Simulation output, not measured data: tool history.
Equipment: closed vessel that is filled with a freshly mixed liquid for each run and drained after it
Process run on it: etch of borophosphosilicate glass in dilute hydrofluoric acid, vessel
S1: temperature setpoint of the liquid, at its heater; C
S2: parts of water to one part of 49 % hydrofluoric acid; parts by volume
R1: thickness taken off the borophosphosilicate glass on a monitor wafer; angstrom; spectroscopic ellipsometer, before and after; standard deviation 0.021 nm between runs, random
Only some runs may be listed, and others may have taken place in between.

Run 1, hour 0.0: S1 24.0 C, S2 175 parts by volume, time in the liquid (s) 30. Result: R1 47.284 angstrom.
Run 2, hour 3.5: S1 23.5 C, S2 175 parts by volume, time in the liquid (s) 30. Result: R1 46.161 angstrom.
Run 3, hour 4.3: S1 23.5 C, S2 175 parts by volume, time in the liquid (s) 30. Result: R1 45.844 angstrom.
Run 4, hour 5.7: S1 21.5 C, S2 175 parts by volume, time in the liquid (s) 30. Result: R1 42.512 angstrom.
Run 5, hour 6.2: S1 21.0 C, S2 175 parts by volume, time in the liquid (s) 30. Result: R1 41.832 angstrom.
Run 6, hour 14.4: S1 20.5 C, S2 175 parts by volume, time in the liquid (s) 30. Result: R1 41.034 angstrom.
Run 7, hour 15.5: S1 20.0 C, S2 175 parts by volume, time in the liquid (s) 30. Result: R1 40.151 angstrom.
Run 8, hour 17.1: S1 19.5 C, S2 175 parts by volume, time in the liquid (s) 30. Result: R1 38.995 angstrom.

What does the tool deliver on the next run?
Run 9, hour 22.7: S1 19.0 C, S2 175 parts by volume, time in the liquid (s) 30. Result: R1 ?.

{"run 9": {"R1": 38.138}}
